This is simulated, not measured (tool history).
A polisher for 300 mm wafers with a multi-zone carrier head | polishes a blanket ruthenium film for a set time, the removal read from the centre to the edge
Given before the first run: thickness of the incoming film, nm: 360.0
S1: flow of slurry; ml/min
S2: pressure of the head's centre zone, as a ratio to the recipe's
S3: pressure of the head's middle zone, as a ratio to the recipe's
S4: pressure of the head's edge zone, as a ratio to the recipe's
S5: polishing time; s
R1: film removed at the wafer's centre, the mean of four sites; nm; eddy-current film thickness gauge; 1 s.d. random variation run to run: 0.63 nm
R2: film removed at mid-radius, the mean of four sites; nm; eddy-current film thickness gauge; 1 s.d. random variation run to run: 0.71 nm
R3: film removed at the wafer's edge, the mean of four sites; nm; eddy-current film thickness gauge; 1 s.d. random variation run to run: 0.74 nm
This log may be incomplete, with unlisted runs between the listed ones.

Run 1, hour 0: S1 175 ml/min, S2 1, S3 1, S4 1, S5 42 s. Result: R1 63.895 nm, R2 63.514 nm, R3 66.408 nm.
Run 2, hour 5.8: S1 190 ml/min, S2 0.99, S3 1.05, S4 1.04, S5 43 s. Result: R1 65.574 nm, R2 70.119 nm, R3 69.784 nm.
Run 3, hour 9.7: S1 190 ml/min, S2 0.99, S3 1.05, S4 1.04, S5 48 s. Result: R1 74.153 nm, R2 76.442 nm, R3 79.675 nm.
Run 4, hour 15.6: S1 195 ml/min, S2 0.97, S3 1.08, S4 1.04, S5 48 s. Result: R1 73.593 nm, R2 80.225 nm, R3 79.557 nm.
Run 5, hour 20.9: S1 195 ml/min, S2 0.95, S3 1.09, S4 1.04, S5 48 s. Result: R1 72.487 nm, R2 81.079 nm, R3 79.469 nm.
Run 6, hour 29.4: S1 195 ml/min, S2 0.95, S3 1.06, S4 1.04, S5 48 s. Result: R1 72.357 nm, R2 77.462 nm, R3 79.846 nm.

Expected results for the next run?
Run 7, hour 32: S1 200 ml/min, S2 0.94, S3 1.08, S4 1.05, S5 48 s. Result: R1 ?, R2 ?, R3 ?.

R1: 72.242 nm
R2: 80.379 nm
R3: 80.944 nm

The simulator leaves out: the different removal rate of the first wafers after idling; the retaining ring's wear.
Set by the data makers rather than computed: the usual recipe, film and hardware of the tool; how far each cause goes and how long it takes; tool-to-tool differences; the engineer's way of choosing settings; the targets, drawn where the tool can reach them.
